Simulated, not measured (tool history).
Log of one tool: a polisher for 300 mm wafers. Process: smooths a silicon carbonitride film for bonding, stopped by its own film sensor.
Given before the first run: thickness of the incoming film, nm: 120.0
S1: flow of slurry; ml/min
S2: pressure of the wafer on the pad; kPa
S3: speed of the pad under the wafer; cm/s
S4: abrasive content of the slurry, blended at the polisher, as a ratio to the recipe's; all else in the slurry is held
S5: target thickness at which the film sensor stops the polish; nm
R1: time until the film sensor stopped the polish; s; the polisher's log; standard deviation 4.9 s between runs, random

Run 1, hour 0: S1 130 ml/min, S2 14.5 kPa, S3 70 cm/s, S4 1, S5 94 nm. Result: R1 158.36 s.
Run 2, hour 5.1: S1 130 ml/min, S2 14.5 kPa, S3 70 cm/s, S4 0.8, S5 94 nm. Result: R1 181.57 s.
Run 3, hour 13.7: S1 130 ml/min, S2 13.1 kPa, S3 68 cm/s, S4 0.8, S5 94 nm. Result: R1 199.61 s.
Run 4, hour 21.2: S1 130 ml/min, S2 13.1 kPa, S3 68 cm/s, S4 0.8, S5 94 nm. Result: R1 206.35 s.
Run 5, hour 26.6: S1 100 ml/min, S2 13.1 kPa, S3 68 cm/s, S4 0.8, S5 94 nm. Result: R1 213.47 s.
Run 6, hour 34.1: S1 100 ml/min, S2 13.1 kPa, S3 68 cm/s, S4 0.95, S5 94 nm. Result: R1 202.82 s.
Run 7, hour 36.9: S1 100 ml/min, S2 12.4 kPa, S3 68 cm/s, S4 0.95, S5 94 nm. Result: R1 202.86 s.
Run 8, hour 44: S1 100 ml/min, S2 11.7 kPa, S3 68 cm/s, S4 0.95, S5 94 nm. Result: R1 218.39 s.

Estimate the outcome of run 9 from the log above:
Run 9, hour 45.8: S1 100 ml/min, S2 11 kPa, S3 68 cm/s, S4 0.95, S5 94 nm. Result: R1 ?.

Logged for run 9: R1 224.58 s.

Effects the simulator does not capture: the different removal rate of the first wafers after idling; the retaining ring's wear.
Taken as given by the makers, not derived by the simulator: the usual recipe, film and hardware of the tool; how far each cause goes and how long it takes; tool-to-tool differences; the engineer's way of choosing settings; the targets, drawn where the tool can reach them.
